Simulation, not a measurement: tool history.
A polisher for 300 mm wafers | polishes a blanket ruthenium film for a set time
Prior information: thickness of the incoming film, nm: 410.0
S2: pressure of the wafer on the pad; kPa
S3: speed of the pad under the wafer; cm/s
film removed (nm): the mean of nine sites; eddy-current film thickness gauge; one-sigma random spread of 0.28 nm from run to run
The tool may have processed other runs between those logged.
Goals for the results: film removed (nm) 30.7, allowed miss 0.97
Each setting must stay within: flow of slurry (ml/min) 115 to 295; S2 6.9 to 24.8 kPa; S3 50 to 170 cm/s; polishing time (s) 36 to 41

{"run": 1, "day": 0.0, "flow of slurry (ml/min)": 190, "S2": 15.9, "S3": 110, "polishing time (s)": 41, "film removed (nm)": 62.728}
{"run": 2, "day": 0.175, "flow of slurry (ml/min)": 190, "S2": 14.5, "S3": 110, "polishing time (s)": 41, "film removed (nm)": 57.089}
{"run": 3, "day": 0.238, "flow of slurry (ml/min)": 190, "S2": 13.1, "S3": 108, "polishing time (s)": 41, "film removed (nm)": 50.895}
{"run": 4, "day": 0.329, "flow of slurry (ml/min)": 190, "S2": 13.1, "S3": 108, "polishing time (s)": 36, "film removed (nm)": 45.784}
{"run": 5, "day": 0.417, "flow of slurry (ml/min)": 230, "S2": 13.1, "S3": 108, "polishing time (s)": 36, "film removed (nm)": 46.206}
{"run": 6, "day": 0.529, "flow of slurry (ml/min)": 230, "S2": 12.4, "S3": 108, "polishing time (s)": 36, "film removed (nm)": 43.419}
{"day": 0.738, "done": "head pressure recalibrated"}
{"run": 7, "day": 0.738, "flow of slurry (ml/min)": 230, "S2": 11.7, "S3": 108, "polishing time (s)": 36, "film removed (nm)": 37.937}
{"run": 8, "day": 0.804, "flow of slurry (ml/min)": 235, "S2": 11.7, "S3": 108, "polishing time (s)": 36, "film removed (nm)": 37.786}
{"run": 9, "day": 1.171, "flow of slurry (ml/min)": 240, "S2": 11.7, "S3": 108, "polishing time (s)": 36, "film removed (nm)": 37.698}
{"run": 10, "day": 1.433, "flow of slurry (ml/min)": 245, "S2": 11.7, "S3": 108, "polishing time (s)": 36, "film removed (nm)": 37.04}

Exactly one of the 5 candidate moves below puts every result within its allowed miss. Which one?
{"run": "A", "day": 1.696, "flow of slurry (ml/min)": 260, "S2": 9.7, "S3": 104, "polishing time (s)": 37, "film removed (nm)": "?"}
{"run": "B", "day": 1.696, "flow of slurry (ml/min)": 260, "S2": 12.4, "S3": 126, "polishing time (s)": 41, "film removed (nm)": "?"}
{"run": "C", "day": 1.696, "flow of slurry (ml/min)": 240, "S2": 13.1, "S3": 68, "polishing time (s)": 36, "film removed (nm)": "?"}
{"run": "D", "day": 1.696, "flow of slurry (ml/min)": 260, "S2": 11, "S3": 124, "polishing time (s)": 36, "film removed (nm)": "?"}
{"run": "E", "day": 1.696, "flow of slurry (ml/min)": 255, "S2": 13.8, "S3": 108, "polishing time (s)": 39, "film removed (nm)": "?"}

move=A film_removed_(nm)=31.17
move=B film_removed_(nm)=52.931
move=C film_removed_(nm)=26.782
move=D film_removed_(nm)=40.866
move=E film_removed_(nm)=47.88
A: in spec on every target
B: misses by more than the last run did
C: takes the biggest miss from the last run beyond its target
D: misses by more than the last run did
E: misses by more than the last run did
Answer: A

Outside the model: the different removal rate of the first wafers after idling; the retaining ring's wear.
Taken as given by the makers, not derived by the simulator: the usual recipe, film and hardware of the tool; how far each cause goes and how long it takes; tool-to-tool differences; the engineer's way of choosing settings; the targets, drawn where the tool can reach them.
